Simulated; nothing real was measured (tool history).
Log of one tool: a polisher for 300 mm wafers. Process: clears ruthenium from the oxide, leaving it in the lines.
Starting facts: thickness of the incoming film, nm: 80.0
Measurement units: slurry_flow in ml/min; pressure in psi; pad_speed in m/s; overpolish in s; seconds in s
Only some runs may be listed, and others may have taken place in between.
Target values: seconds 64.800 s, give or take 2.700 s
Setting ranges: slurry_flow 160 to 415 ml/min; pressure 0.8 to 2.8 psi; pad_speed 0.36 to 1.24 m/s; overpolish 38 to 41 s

run 1 hour=0.0 | slurry_flow=265 pressure=1.8 pad_speed=0.80 overpolish=38 | seconds=100.130
run 2 hour=4.0 | slurry_flow=265 pressure=1.8 pad_speed=0.62 overpolish=38 | seconds=119.140
run 3 hour=8.6 | slurry_flow=265 pressure=1.8 pad_speed=0.62 overpolish=41 | seconds=121.540
run 4 hour=13.5 | slurry_flow=265 pressure=2.0 pad_speed=0.62 overpolish=41 | seconds=107.800
run 5 hour=18.8 | slurry_flow=265 pressure=2.0 pad_speed=0.62 overpolish=41 | seconds=109.090
run 6 hour=24.9 | slurry_flow=265 pressure=2.0 pad_speed=0.62 overpolish=38 | seconds=108.170
run 7 hour=27.7 | slurry_flow=270 pressure=2.5 pad_speed=0.70 overpolish=38 | seconds=79.901
run 8 hour=29.4 | slurry_flow=270 pressure=2.5 pad_speed=0.72 overpolish=38 | seconds=78.040
-- hour=35.3 slurry nozzle cleaned
run 9 hour=35.3 | slurry_flow=270 pressure=2.7 pad_speed=0.74 overpolish=38 | seconds=69.580

5 next moves are on the table. One of them brings every result within its allowed miss. Which?
run A hour=41.2 | slurry_flow=265 pressure=2.5 pad_speed=0.76 overpolish=41 | seconds=?
run B hour=41.2 | slurry_flow=235 pressure=2.7 pad_speed=0.74 overpolish=38 | seconds=?
run C hour=41.2 | slurry_flow=260 pressure=2.5 pad_speed=0.88 overpolish=38 | seconds=?
run D hour=41.2 | slurry_flow=325 pressure=2.5 pad_speed=0.78 overpolish=41 | seconds=?
run E hour=41.2 | slurry_flow=260 pressure=2.6 pad_speed=0.74 overpolish=41 | seconds=?

move=A seconds=74.248
move=B seconds=70.920
move=C seconds=66.564
move=D seconds=71.726
move=E seconds=72.985
A: moves away from the targets compared with the last run
B: moves away from the targets compared with the last run
C: every result within its allowed miss
D: moves away from the targets compared with the last run
E: moves away from the targets compared with the last run
Correct choice: C, which meets every target

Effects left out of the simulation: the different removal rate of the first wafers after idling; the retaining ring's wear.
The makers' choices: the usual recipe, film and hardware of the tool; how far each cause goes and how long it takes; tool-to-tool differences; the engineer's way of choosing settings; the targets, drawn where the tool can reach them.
